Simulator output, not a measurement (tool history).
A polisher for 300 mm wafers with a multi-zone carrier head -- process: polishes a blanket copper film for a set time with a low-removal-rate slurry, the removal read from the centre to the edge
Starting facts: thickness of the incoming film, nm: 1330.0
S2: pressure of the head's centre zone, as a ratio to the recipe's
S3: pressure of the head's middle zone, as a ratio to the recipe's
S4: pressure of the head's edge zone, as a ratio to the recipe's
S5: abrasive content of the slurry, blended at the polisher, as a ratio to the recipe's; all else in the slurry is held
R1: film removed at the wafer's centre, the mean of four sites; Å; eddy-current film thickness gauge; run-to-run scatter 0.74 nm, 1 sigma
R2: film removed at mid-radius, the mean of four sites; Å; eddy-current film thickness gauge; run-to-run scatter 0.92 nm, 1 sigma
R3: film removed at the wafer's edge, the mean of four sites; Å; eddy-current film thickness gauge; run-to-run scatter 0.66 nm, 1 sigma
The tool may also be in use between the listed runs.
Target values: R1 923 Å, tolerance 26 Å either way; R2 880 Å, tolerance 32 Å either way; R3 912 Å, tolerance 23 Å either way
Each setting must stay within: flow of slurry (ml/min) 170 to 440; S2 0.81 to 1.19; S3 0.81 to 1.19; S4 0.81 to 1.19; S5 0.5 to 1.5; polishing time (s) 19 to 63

run 1 day=0 | flow_of_slurry_(ml/min)=280 S2=1 S3=1 S4=1 S5=1 polishing_time_(s)=41 | R1=639.8 R2=637.28 R3=632.08
run 2 day=0.329 | flow_of_slurry_(ml/min)=285 S2=1.01 S3=1.01 S4=1.03 S5=1.1 polishing_time_(s)=42 | R1=686.75 R2=666.93 R3=678.89
run 3 day=0.417 | flow_of_slurry_(ml/min)=285 S2=0.98 S3=1.01 S4=1.03 S5=1.1 polishing_time_(s)=42 | R1=663.22 R2=677.75 R3=681.51
run 4 day=0.708 | flow_of_slurry_(ml/min)=295 S2=1 S3=1.03 S4=1.06 S5=1.2 polishing_time_(s)=43 | R1=701.21 R2=727.18 R3=714.33
run 5 day=1.071 | flow_of_slurry_(ml/min)=295 S2=1 S3=1.03 S4=0.98 S5=1.2 polishing_time_(s)=43 | R1=696.07 R2=722.92 R3=680.01
run 6 day=1.25 | flow_of_slurry_(ml/min)=295 S2=1 S3=1.03 S4=0.98 S5=1.4 polishing_time_(s)=43 | R1=719.17 R2=751.91 R3=704.73
run 7 day=1.446 | flow_of_slurry_(ml/min)=325 S2=1.09 S3=1.02 S4=1.08 S5=1.5 polishing_time_(s)=50 | R1=934.57 R2=890.19 R3=887.86
run 8 day=1.783 | flow_of_slurry_(ml/min)=325 S2=1.09 S3=1.02 S4=1.09 S5=1.5 polishing_time_(s)=50 | R1=931.94 R2=874.36 R3=880.23

Which single option among these 5 for the next run brings every result within its allowed miss of target? Just one does.
run A day=2.121 | flow_of_slurry_(ml/min)=315 S2=1.07 S3=1.01 S4=1.13 S5=1.5 polishing_time_(s)=51 | R1=? R2=? R3=?
run B day=2.121 | flow_of_slurry_(ml/min)=295 S2=1.14 S3=1.07 S4=1.06 S5=1.5 polishing_time_(s)=49 | R1=? R2=? R3=?
run C day=2.121 | flow_of_slurry_(ml/min)=330 S2=1.14 S3=1.09 S4=1.1 S5=1.5 polishing_time_(s)=48 | R1=? R2=? R3=?
run D day=2.121 | flow_of_slurry_(ml/min)=305 S2=1.16 S3=1.06 S4=1.08 S5=1.4 polishing_time_(s)=48 | R1=? R2=? R3=?
run E day=2.121 | flow_of_slurry_(ml/min)=370 S2=1.11 S3=1.02 S4=1.07 S5=1.5 polishing_time_(s)=49 | R1=? R2=? R3=?

move=A R1=942.72 R2=892.36 R3=912.69
move=B R1=958.62 R2=890.65 R3=844.2
move=C R1=950.92 R2=895.21 R3=849.45
move=D R1=947.39 R2=858.19 R3=826.63
move=E R1=955.14 R2=876.49 R3=862.61
A: all results land within tolerance of their targets
B: lands further from the targets than the last run did
C: lands further from the targets than the last run did
D: lands further from the targets than the last run did
E: lands further from the targets than the last run did
Go with A: it meets all targets.

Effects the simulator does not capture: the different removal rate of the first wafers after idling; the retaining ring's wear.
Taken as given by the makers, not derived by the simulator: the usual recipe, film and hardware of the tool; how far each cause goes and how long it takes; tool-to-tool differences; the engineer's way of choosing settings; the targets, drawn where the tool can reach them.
